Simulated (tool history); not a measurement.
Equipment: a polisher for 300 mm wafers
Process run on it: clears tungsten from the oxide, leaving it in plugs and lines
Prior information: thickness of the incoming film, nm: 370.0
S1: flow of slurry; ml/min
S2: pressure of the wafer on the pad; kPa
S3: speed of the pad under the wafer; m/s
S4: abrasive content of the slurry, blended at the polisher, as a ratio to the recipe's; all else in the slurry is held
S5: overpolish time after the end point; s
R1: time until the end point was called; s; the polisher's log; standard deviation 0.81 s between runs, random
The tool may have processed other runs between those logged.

Run 1, hour 0: S1 175 ml/min, S2 20 kPa, S3 1.38 m/s, S4 1, S5 3 s. Result: R1 65.226 s.
Run 2, hour 7.9: S1 175 ml/min, S2 22.1 kPa, S3 1.38 m/s, S4 1, S5 3 s. Result: R1 60.823 s.
Run 3, hour 12.4: S1 175 ml/min, S2 22.1 kPa, S3 1.38 m/s, S4 0.85, S5 3 s. Result: R1 60.528 s.
Run 4, hour 14.6: S1 145 ml/min, S2 22.1 kPa, S3 1.38 m/s, S4 0.85, S5 3 s. Result: R1 64.396 s.
Run 5, hour 16.4: S1 145 ml/min, S2 18.6 kPa, S3 1.38 m/s, S4 0.85, S5 3 s. Result: R1 73.671 s.
Run 6, hour 17.2: S1 145 ml/min, S2 19.3 kPa, S3 1.38 m/s, S4 0.85, S5 3 s. Result: R1 71.942 s.
Run 7, hour 20: S1 145 ml/min, S2 24.8 kPa, S3 1.44 m/s, S4 0.85, S5 3 s. Result: R1 56.264 s.

For run 8, what comes out?
Run 8, hour 25.5: S1 155 ml/min, S2 26.2 kPa, S3 1.44 m/s, S4 0.85, S5 3 s. Result: R1 ?.

{"run 8": {"R1": 53.738}}
